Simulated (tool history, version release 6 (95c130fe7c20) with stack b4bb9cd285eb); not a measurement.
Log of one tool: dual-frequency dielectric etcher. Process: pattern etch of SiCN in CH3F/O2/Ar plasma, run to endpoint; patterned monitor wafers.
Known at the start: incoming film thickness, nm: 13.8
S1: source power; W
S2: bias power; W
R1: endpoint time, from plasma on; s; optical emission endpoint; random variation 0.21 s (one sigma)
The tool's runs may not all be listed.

| run | hour | S1 | S2 | R1 |
|---|---|---|---|---|
| 1 | 0 | 520 | 92 | 30.354 |
| 2 | 1.7 | 470 | 92 | 31.612 |
| 3 | 7.9 | 510 | 92 | 30.846 |
| 4 | 12.5 | 540 | 94 | 29.973 |
| 5 | 15.6 | 560 | 96 | 29.818 |
| 6 | 21.1 | 560 | 82 | 30.925 |

The next listed run, before its measurement:
| 7 | 28.8 | 580 | 86 | ? |

{"run 7": {"R1": 29.802}}

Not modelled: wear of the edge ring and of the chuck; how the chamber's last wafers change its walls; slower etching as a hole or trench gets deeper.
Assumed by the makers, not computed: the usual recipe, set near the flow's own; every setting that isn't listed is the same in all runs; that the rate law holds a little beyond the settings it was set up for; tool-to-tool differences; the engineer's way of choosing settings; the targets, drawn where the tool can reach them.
